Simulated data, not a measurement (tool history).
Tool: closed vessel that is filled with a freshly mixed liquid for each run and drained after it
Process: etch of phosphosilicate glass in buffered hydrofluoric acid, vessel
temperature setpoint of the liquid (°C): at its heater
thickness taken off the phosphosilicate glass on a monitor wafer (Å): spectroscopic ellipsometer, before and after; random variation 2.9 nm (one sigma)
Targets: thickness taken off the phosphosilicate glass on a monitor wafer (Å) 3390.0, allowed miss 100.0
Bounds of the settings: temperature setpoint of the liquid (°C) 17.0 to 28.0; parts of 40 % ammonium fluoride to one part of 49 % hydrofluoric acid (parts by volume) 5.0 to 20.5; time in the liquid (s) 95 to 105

run,hour,temperature setpoint of the liquid (°C),parts of 40 % ammonium fluoride to one part of 49 % hydrofluoric acid (parts by volume),time in the liquid (s),thickness taken off the phosphosilicate glass on a monitor wafer (Å)
1,0.0,20.0,12.5,95,1969.2
2,5.2,22.5,12.0,95,2335.1
3,14.0,24.0,11.5,95,2678.5
4,21.3,27.5,11.5,95,3209.1
5,30.2,27.5,11.5,95,3257.9
6,37.1,26.0,11.5,95,2974.8
7,43.8,26.5,11.5,95,3051.6
8,45.4,27.0,11.5,95,3114.4
9,53.0,27.5,11.5,95,3216.8

Which of these 5 next moves meets every target?
A,60.6,28.0,13.5,105,?
B,60.6,26.0,12.0,105,?
C,60.6,28.0,12.5,105,?
D,60.6,27.5,12.0,95,?
E,60.6,27.0,10.5,100,?

move,thickness taken off the phosphosilicate glass on a monitor wafer (Å)
A,3108.4
B,3133.7
C,3351.4
D,3072.6
E,3586.9
A: further off than the last run
B: further off than the last run
C: meets every target
D: further off than the last run
E: takes the result that was furthest off past its target
Answer: C

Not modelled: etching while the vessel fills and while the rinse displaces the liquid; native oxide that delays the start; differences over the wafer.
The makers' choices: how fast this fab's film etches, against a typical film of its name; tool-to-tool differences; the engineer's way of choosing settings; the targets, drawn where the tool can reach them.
